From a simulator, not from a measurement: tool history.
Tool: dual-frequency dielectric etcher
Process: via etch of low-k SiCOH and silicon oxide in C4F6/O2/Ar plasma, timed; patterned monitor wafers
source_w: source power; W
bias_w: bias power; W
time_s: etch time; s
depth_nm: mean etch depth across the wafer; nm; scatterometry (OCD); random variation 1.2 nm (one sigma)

Run 1, hour 0.0: source_w 440 W, bias_w 199 W, time_s 52.5 s. Result: depth_nm 148.59 nm.
Run 2, hour 1.3: source_w 440 W, bias_w 220 W, time_s 52.5 s. Result: depth_nm 153.20 nm.
Run 3, hour 2.7: source_w 500 W, bias_w 220 W, time_s 52.5 s. Result: depth_nm 166.42 nm.
Run 4, hour 10.2: source_w 510 W, bias_w 221 W, time_s 52.5 s. Result: depth_nm 168.78 nm.
Run 5, hour 15.4: source_w 510 W, bias_w 240 W, time_s 52.5 s. Result: depth_nm 172.61 nm.
Run 6, hour 22.3: source_w 510 W, bias_w 240 W, time_s 52.5 s. Result: depth_nm 172.00 nm.
Run 7, hour 24.9: source_w 520 W, bias_w 241 W, time_s 52.5 s. Result: depth_nm 174.51 nm.
Run 8, hour 29.9: source_w 530 W, bias_w 242 W, time_s 52.5 s. Result: depth_nm 177.70 nm.

The next listed run, before its measurement:
Run 9, hour 34.7: source_w 560 W, bias_w 245 W, time_s 52.5 s. Result: depth_nm ?.

Run 9 gave depth_nm 181.47 nm.

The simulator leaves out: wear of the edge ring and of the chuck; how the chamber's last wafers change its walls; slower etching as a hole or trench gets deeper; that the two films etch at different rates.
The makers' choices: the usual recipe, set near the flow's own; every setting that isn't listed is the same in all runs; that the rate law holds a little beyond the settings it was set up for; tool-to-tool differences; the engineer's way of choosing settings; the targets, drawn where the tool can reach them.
